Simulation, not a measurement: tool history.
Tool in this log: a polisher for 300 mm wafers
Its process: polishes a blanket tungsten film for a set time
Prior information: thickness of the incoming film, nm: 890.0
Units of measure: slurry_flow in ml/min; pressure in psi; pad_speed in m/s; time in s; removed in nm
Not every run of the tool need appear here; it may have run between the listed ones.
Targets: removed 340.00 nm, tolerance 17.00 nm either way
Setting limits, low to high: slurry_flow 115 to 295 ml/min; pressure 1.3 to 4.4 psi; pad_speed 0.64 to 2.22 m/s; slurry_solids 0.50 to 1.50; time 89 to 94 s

run	hour	slurry_flow	pressure	pad_speed	slurry_solids	time	removed
1	0.0	190	2.8	1.42	1.00	89	522.82
2	8.6	190	2.8	1.18	1.00	89	441.73
3	10.7	190	2.8	1.18	1.00	94	462.96
4	16.0	215	2.8	1.18	1.00	94	482.61
5	19.1	255	2.8	1.18	1.00	94	495.61
6	20.5	255	3.1	1.18	1.00	94	542.11
7	22.9	255	2.3	1.10	1.00	94	376.22
8	29.1	255	2.2	1.10	1.00	94	360.00

Which single option among these 4 for the next run brings every result within its allowed miss of target? Just one does.
A	35.3	255	2.4	1.08	1.00	94	?
B	35.3	255	2.0	1.20	1.10	93	?
C	35.3	240	2.2	1.16	1.05	94	?
D	35.3	200	2.2	1.24	0.80	89	?

move	removed
A	380.11
B	361.08
C	378.37
D	337.93
A: further off than the last run
B: further off than the last run
C: further off than the last run
D: each result inside its tolerance
The move that meets every target is D.
